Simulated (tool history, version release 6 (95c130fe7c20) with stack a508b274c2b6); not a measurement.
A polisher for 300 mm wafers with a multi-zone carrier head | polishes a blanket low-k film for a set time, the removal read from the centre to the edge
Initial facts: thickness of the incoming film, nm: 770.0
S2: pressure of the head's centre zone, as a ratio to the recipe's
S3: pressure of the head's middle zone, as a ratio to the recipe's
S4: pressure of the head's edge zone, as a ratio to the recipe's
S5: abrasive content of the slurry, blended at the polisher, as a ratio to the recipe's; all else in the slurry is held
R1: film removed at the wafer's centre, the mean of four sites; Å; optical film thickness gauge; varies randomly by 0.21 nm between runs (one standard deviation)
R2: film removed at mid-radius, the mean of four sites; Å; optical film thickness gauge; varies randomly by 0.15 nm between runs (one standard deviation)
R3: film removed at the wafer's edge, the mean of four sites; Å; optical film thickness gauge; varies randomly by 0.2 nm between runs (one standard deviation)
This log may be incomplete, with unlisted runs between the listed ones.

{"run": 1, "day": 0.0, "flow of slurry (ml/min)": 195, "S2": 1.0, "S3": 1.0, "S4": 1.0, "S5": 1.0, "polishing time (s)": 80, "R1": 279.39, "R2": 286.3, "R3": 286.91}
{"run": 2, "day": 0.079, "flow of slurry (ml/min)": 185, "S2": 0.97, "S3": 0.97, "S4": 0.97, "S5": 0.85, "polishing time (s)": 73, "R1": 230.82, "R2": 236.54, "R3": 247.09}
{"run": 3, "day": 0.133, "flow of slurry (ml/min)": 185, "S2": 0.97, "S3": 0.97, "S4": 1.03, "S5": 0.85, "polishing time (s)": 73, "R1": 231.54, "R2": 234.53, "R3": 243.72}
{"run": 4, "day": 0.346, "flow of slurry (ml/min)": 185, "S2": 0.97, "S3": 1.0, "S4": 1.03, "S5": 0.85, "polishing time (s)": 73, "R1": 234.39, "R2": 238.17, "R3": 243.6}
{"run": 5, "day": 0.675, "flow of slurry (ml/min)": 185, "S2": 0.97, "S3": 1.0, "S4": 1.03, "S5": 0.85, "polishing time (s)": 83, "R1": 264.13, "R2": 275.29, "R3": 280.4}
{"run": 6, "day": 0.9, "flow of slurry (ml/min)": 180, "S2": 0.95, "S3": 1.0, "S4": 1.03, "S5": 0.75, "polishing time (s)": 73, "R1": 219.51, "R2": 230.11, "R3": 236.11}
{"run": 7, "day": 1.104, "flow of slurry (ml/min)": 160, "S2": 0.85, "S3": 0.92, "S4": 0.93, "S5": 0.5, "polishing time (s)": 51, "R1": 111.03, "R2": 125.9, "R3": 129.62}

Estimate the outcome of run 8 from the log above:
{"run": 8, "day": 1.333, "flow of slurry (ml/min)": 180, "S2": 0.88, "S3": 0.94, "S4": 0.97, "S5": 0.5, "polishing time (s)": 51, "R1": "?", "R2": "?", "R3": "?"}

Logged for run 8: R1 114.91 Å, R2 126.88 Å, R3 135.46 Å.
